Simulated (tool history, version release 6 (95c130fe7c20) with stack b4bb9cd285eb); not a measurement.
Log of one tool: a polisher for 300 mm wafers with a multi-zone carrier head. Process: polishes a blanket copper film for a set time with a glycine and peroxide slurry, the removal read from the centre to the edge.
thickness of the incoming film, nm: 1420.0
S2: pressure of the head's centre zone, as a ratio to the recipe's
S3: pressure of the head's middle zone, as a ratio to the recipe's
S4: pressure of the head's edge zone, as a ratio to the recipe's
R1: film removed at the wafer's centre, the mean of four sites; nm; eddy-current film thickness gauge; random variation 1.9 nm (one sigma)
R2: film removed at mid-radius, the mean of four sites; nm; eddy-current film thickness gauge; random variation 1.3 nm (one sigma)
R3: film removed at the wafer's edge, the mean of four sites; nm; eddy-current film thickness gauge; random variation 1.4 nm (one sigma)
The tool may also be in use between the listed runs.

run 1 day=0.000 | flow_of_slurry_(ml/min)=245 S2=1.00 S3=1.00 S4=1.00 polishing_time_(s)=50 | R1=158.06 R2=158.00 R3=157.21
run 2 day=0.371 | flow_of_slurry_(ml/min)=245 S2=1.00 S3=1.00 S4=1.00 polishing_time_(s)=56 | R1=177.66 R2=177.77 R3=178.01
run 3 day=0.408 | flow_of_slurry_(ml/min)=245 S2=1.00 S3=1.00 S4=1.00 polishing_time_(s)=62 | R1=195.72 R2=194.61 R3=197.39
run 4 day=0.738 | flow_of_slurry_(ml/min)=250 S2=1.02 S3=1.01 S4=0.97 polishing_time_(s)=56 | R1=182.74 R2=175.01 R3=178.53
run 5 day=0.925 | flow_of_slurry_(ml/min)=245 S2=1.05 S3=1.06 S4=0.97 polishing_time_(s)=51 | R1=171.16 R2=168.13 R3=160.00
run 6 day=0.954 | flow_of_slurry_(ml/min)=240 S2=1.06 S3=1.07 S4=0.95 polishing_time_(s)=48 | R1=162.25 R2=160.98 R3=145.82
run 7 day=1.000 | flow_of_slurry_(ml/min)=230 S2=1.06 S3=1.06 S4=0.92 polishing_time_(s)=47 | R1=158.02 R2=153.00 R3=142.18

The next listed run, before its measurement:
run 8 day=1.317 | flow_of_slurry_(ml/min)=225 S2=1.07 S3=1.07 S4=0.90 polishing_time_(s)=45 | R1=? R2=? R3=?

{"run 8": {"R1": 150.23, "R2": 149.23, "R3": 135.92}}

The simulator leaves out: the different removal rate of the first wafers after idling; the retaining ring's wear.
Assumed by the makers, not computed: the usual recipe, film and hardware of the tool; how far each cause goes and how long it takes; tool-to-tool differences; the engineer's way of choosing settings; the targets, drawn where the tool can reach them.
